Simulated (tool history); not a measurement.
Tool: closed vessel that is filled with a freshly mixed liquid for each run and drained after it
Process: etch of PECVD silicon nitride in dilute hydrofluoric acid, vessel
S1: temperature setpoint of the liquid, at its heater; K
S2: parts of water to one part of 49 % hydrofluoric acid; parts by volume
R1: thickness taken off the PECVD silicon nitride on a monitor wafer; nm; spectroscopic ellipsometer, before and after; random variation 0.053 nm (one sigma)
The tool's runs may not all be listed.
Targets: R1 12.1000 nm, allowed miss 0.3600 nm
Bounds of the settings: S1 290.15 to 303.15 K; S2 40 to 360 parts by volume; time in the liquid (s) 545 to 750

{"run": 1, "hour": 0.0, "S1": 295.15, "S2": 200, "time in the liquid (s)": 750, "R1": 8.7002}
{"run": 2, "hour": 4.0, "S1": 298.65, "S2": 200, "time in the liquid (s)": 750, "R1": 10.82}
{"run": 3, "hour": 9.6, "S1": 299.15, "S2": 200, "time in the liquid (s)": 750, "R1": 11.283}
{"run": 4, "hour": 15.0, "S1": 299.15, "S2": 200, "time in the liquid (s)": 750, "R1": 11.18}
{"run": 5, "hour": 20.0, "S1": 299.15, "S2": 200, "time in the liquid (s)": 545, "R1": 8.2358}
{"run": 6, "hour": 26.6, "S1": 300.15, "S2": 190, "time in the liquid (s)": 545, "R1": 9.0934}
{"run": 7, "hour": 29.7, "S1": 300.15, "S2": 190, "time in the liquid (s)": 545, "R1": 9.0249}
{"run": 8, "hour": 37.3, "S1": 300.65, "S2": 170, "time in the liquid (s)": 550, "R1": 10.697}
{"run": 9, "hour": 45.1, "S1": 301.15, "S2": 170, "time in the liquid (s)": 550, "R1": 10.987}
{"run": 10, "hour": 48.9, "S1": 301.65, "S2": 170, "time in the liquid (s)": 550, "R1": 11.254}
{"run": 11, "hour": 53.1, "S1": 302.15, "S2": 170, "time in the liquid (s)": 550, "R1": 11.557}

5 next moves are on the table. One of them brings every result within its allowed miss. Which?
{"run": "A", "hour": 57.3, "S1": 302.65, "S2": 190, "time in the liquid (s)": 570, "R1": "?"}
{"run": "B", "hour": 57.3, "S1": 302.15, "S2": 180, "time in the liquid (s)": 600, "R1": "?"}
{"run": "C", "hour": 57.3, "S1": 301.65, "S2": 180, "time in the liquid (s)": 570, "R1": "?"}
{"run": "D", "hour": 57.3, "S1": 301.15, "S2": 215, "time in the liquid (s)": 720, "R1": "?"}
{"run": "E", "hour": 57.3, "S1": 303.15, "S2": 180, "time in the liquid (s)": 615, "R1": "?"}

move=A R1=11.0720
move=B R1=11.9450
move=C R1=11.0060
move=D R1=11.2680
move=E R1=13.0090
A: further off than the last run
B: meets every target
C: further off than the last run
D: further off than the last run
E: takes the result that was furthest off past its target
Move B is the one to make.

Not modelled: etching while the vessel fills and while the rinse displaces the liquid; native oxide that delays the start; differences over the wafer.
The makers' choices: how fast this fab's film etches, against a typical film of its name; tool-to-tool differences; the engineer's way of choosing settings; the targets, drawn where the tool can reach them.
